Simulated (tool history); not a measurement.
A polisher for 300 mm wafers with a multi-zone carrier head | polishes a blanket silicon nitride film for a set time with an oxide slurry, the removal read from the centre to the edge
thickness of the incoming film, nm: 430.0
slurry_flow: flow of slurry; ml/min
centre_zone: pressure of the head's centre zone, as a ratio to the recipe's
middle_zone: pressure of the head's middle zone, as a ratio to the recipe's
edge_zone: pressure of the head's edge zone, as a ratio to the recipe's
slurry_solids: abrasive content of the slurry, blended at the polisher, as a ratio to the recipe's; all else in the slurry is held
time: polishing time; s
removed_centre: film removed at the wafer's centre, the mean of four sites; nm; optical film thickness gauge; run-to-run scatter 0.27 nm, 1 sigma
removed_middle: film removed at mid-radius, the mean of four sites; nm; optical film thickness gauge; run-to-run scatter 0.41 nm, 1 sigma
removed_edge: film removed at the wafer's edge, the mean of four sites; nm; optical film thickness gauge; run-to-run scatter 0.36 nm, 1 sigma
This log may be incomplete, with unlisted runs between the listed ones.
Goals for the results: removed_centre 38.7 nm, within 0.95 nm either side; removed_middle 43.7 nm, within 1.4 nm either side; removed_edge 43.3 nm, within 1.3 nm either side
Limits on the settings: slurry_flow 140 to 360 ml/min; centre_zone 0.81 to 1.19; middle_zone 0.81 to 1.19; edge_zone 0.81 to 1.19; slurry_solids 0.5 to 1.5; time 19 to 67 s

run	hour	slurry_flow	centre_zone	middle_zone	edge_zone	slurry_solids	time	removed_centre	removed_middle	removed_edge
1	0	230	1	1	1	1	43	28.792	28.926	28.711
2	2	235	0.99	1.02	1.04	1.1	44	30.555	30.386	31.42
3	3.4	235	0.99	1.02	0.99	1.1	44	30.433	31.175	30.069
4	9.6	240	0.97	1.06	1.02	1.2	45	31.23	33.593	32.455
5	16	240	0.97	1.06	0.95	1.2	45	31.578	33.861	31.444
6	22.4	240	0.97	1.06	0.95	1.2	41	28.369	30.828	28.674
7	25.1	240	0.97	1.06	0.95	1.2	41	28.671	30.602	28.405
8	32.6	240	0.97	1.08	0.99	1.25	43	30.099	32.999	30.984
9	40.1	245	0.98	1.1	1.03	1.3	45	32.535	36.078	33.68
10	49.1	250	0.98	1.11	1.06	1.35	46	34.247	37.02	34.934
11	57	240	0.97	1.11	1.08	1.4	48	34.832	39.272	37.428
12	60.4	255	0.96	1.11	1.1	1.4	49	36.144	39.866	38.881
13	62.3	260	0.95	1.12	1.12	1.4	49	35.862	40.812	39.647
14	66	275	0.95	1.12	1.14	1.4	49	35.983	41.393	39.863
15	72.9	285	0.95	1.11	1.15	1.4	49	36.469	41.323	40.539

5 next moves are on the table. One of them brings every result within its allowed miss. Which?
A	79.8	205	0.94	0.95	1.16	1.35	54	?	?	?
B	79.8	320	0.97	1.06	1.08	1.3	55	?	?	?
C	79.8	265	0.96	1.11	1.17	1.5	51	?	?	?
D	79.8	235	1.08	1.16	1.06	1.45	51	?	?	?
E	79.8	250	0.96	0.93	1.19	1.5	55	?	?	?

move	removed_centre	removed_middle	removed_edge
A	36.72	38.266	42.323
B	40.549	44.614	42.726
C	38.152	44.192	42.564
D	41.773	44.7	39.56
E	40.771	40.74	46.174
A: lands further from the targets than the last run did
B: moves the result that the last run missed by most past its target, out the other side
C: in spec on every target
D: moves the result that the last run missed by most past its target, out the other side
E: moves the result that the last run missed by most past its target, out the other side
So the answer is move C, the one that meets all the targets.

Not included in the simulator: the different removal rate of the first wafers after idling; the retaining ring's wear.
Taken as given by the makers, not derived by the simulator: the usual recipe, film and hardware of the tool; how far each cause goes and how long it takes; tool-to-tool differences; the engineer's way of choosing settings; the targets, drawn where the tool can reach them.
